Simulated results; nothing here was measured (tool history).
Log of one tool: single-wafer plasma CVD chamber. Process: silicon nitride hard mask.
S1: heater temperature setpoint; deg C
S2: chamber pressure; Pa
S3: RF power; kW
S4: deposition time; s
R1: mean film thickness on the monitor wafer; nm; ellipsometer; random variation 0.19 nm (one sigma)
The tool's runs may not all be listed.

{"run": 1, "hour": 0.0, "S1": 405, "S2": 145, "S3": 0.355, "S4": 47.7, "R1": 51.507}
{"run": 2, "hour": 6.8, "S1": 405, "S2": 161, "S3": 0.355, "S4": 47.7, "R1": 53.342}
{"run": 3, "hour": 9.4, "S1": 405, "S2": 173, "S3": 0.355, "S4": 47.7, "R1": 54.422}
{"run": 4, "hour": 14.3, "S1": 405, "S2": 161, "S3": 0.345, "S4": 47.7, "R1": 52.759}
{"run": 5, "hour": 19.3, "S1": 405, "S2": 180, "S3": 0.345, "S4": 47.7, "R1": 54.112}
{"run": 6, "hour": 23.8, "S1": 405, "S2": 180, "S3": 0.345, "S4": 49.2, "R1": 55.913}
{"run": 7, "hour": 25.3, "S1": 405, "S2": 169, "S3": 0.33, "S4": 49, "R1": 53.838}
{"run": 8, "hour": 26.1, "S1": 405, "S2": 160, "S3": 0.315, "S4": 48.8, "R1": 51.43}
{"run": 9, "hour": 34.2, "S1": 405, "S2": 153, "S3": 0.305, "S4": 48.7, "R1": 50.068}
{"run": 10, "hour": 42.0, "S1": 405, "S2": 148, "S3": 0.3, "S4": 48.6, "R1": 48.991}
{"run": 11, "hour": 42.8, "S1": 405, "S2": 144, "S3": 0.295, "S4": 48.5, "R1": 47.713}

The next listed run, before its measurement:
{"run": 12, "hour": 50.2, "S1": 405, "S2": 141, "S3": 0.295, "S4": 48.5, "R1": "?"}

Run 12 gave R1 47.743 nm.
